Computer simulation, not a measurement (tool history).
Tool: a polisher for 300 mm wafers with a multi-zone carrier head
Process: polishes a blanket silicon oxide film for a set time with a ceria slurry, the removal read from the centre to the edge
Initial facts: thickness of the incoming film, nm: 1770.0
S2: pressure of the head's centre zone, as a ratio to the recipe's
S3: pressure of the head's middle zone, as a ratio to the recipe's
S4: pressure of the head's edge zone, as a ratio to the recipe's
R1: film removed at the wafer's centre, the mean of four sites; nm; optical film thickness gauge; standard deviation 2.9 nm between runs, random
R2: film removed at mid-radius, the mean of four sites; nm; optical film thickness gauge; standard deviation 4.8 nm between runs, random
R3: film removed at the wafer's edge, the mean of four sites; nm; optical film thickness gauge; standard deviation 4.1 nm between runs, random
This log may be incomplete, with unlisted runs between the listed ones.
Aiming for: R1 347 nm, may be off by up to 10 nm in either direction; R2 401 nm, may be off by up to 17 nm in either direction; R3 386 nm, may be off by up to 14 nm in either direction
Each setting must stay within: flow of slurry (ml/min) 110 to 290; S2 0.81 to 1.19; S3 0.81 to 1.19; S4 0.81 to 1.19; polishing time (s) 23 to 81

{"run": 1, "hour": 0.0, "flow of slurry (ml/min)": 185, "S2": 1, "S3": 1, "S4": 1, "polishing time (s)": 52, "R1": 320.3, "R2": 316.12, "R3": 311.8}
{"run": 2, "hour": 1.8, "flow of slurry (ml/min)": 185, "S2": 1, "S3": 1, "S4": 0.94, "polishing time (s)": 52, "R1": 316.03, "R2": 320.19, "R3": 302.42}
{"run": 3, "hour": 4.3, "flow of slurry (ml/min)": 185, "S2": 1, "S3": 1.06, "S4": 0.94, "polishing time (s)": 52, "R1": 319.94, "R2": 334.75, "R3": 310.49}
{"run": 4, "hour": 12.1, "flow of slurry (ml/min)": 195, "S2": 0.98, "S3": 1.1, "S4": 0.99, "polishing time (s)": 53, "R1": 314.55, "R2": 358.09, "R3": 320.79}
{"run": 5, "hour": 16.1, "flow of slurry (ml/min)": 195, "S2": 1.02, "S3": 1.1, "S4": 0.99, "polishing time (s)": 53, "R1": 340.1, "R2": 356.16, "R3": 321.09}
{"run": 6, "hour": 22.1, "flow of slurry (ml/min)": 195, "S2": 1.07, "S3": 1.1, "S4": 0.99, "polishing time (s)": 53, "R1": 356.9, "R2": 353.73, "R3": 324.08}
{"run": 7, "hour": 25.8, "flow of slurry (ml/min)": 190, "S2": 1.04, "S3": 1.1, "S4": 1.04, "polishing time (s)": 55, "R1": 354.39, "R2": 363.01, "R3": 347.65}
{"run": 8, "hour": 30.0, "flow of slurry (ml/min)": 190, "S2": 1.03, "S3": 1.12, "S4": 1.07, "polishing time (s)": 56, "R1": 353.13, "R2": 378.61, "R3": 352.77}
{"run": 9, "hour": 36.5, "flow of slurry (ml/min)": 190, "S2": 1.02, "S3": 1.12, "S4": 1.1, "polishing time (s)": 57, "R1": 359.8, "R2": 382.04, "R3": 364.37}
{"run": 10, "hour": 37.3, "flow of slurry (ml/min)": 185, "S2": 1.01, "S3": 1.13, "S4": 1.12, "polishing time (s)": 58, "R1": 359.02, "R2": 386.94, "R3": 371.43}

Exactly one of the 5 candidate moves below puts every result within its allowed miss. Which one?
{"run": "A", "hour": 38.1, "flow of slurry (ml/min)": 190, "S2": 1.12, "S3": 1.09, "S4": 1.19, "polishing time (s)": 54, "R1": "?", "R2": "?", "R3": "?"}
{"run": "B", "hour": 38.1, "flow of slurry (ml/min)": 175, "S2": 1.02, "S3": 1.11, "S4": 1.06, "polishing time (s)": 58, "R1": "?", "R2": "?", "R3": "?"}
{"run": "C", "hour": 38.1, "flow of slurry (ml/min)": 165, "S2": 0.91, "S3": 0.97, "S4": 1.19, "polishing time (s)": 64, "R1": "?", "R2": "?", "R3": "?"}
{"run": "D", "hour": 38.1, "flow of slurry (ml/min)": 150, "S2": 0.98, "S3": 1.13, "S4": 1.17, "polishing time (s)": 60, "R1": "?", "R2": "?", "R3": "?"}
{"run": "E", "hour": 38.1, "flow of slurry (ml/min)": 245, "S2": 1.01, "S3": 1.17, "S4": 1.13, "polishing time (s)": 54, "R1": "?", "R2": "?", "R3": "?"}

move=A R1=371.78 R2=362.42 R3=352.09
move=B R1=358.64 R2=390.86 R3=353.26
move=C R1=348.84 R2=382.2 R3=411.59
move=D R1=346.65 R2=400.53 R3=377.39
move=E R1=347.45 R2=397.56 R3=350.69
A: its largest miss is bigger than the last run's
B: its largest miss is bigger than the last run's
C: puts the biggest miss on target and leaves a different result outside tolerance
D: every result within its allowed miss
E: puts the biggest miss on target and leaves a different result outside tolerance
The right move is D.
